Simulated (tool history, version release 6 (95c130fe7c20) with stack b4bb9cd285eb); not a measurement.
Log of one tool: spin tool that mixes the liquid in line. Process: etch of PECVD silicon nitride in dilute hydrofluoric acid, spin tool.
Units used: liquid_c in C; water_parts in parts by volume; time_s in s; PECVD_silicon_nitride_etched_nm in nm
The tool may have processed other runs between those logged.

| run | hour | liquid_c | water_parts | time_s | PECVD_silicon_nitride_etched_nm |
|---|---|---|---|---|---|
| 1 | 0 | 21 | 215 | 290 | 3.9221 |
| 2 | 7.4 | 21 | 215 | 290 | 3.8843 |
| 3 | 10.2 | 21.5 | 215 | 290 | 4.0117 |
| 4 | 13.7 | 21.5 | 215 | 290 | 4.0044 |
| 5 | 16.6 | 21.5 | 245 | 290 | 3.5649 |
| 6 | 21.7 | 22.5 | 245 | 290 | 3.8419 |
| 7 | 26.4 | 23 | 245 | 290 | 3.9234 |
| 8 | 34.8 | 23.5 | 245 | 290 | 3.9934 |
| 9 | 41.1 | 24 | 245 | 290 | 4.1638 |

What will run 10 give?
| 10 | 49.8 | 24.5 | 245 | 290 | ? |

PECVD_silicon_nitride_etched_nm: 4.2989 nm
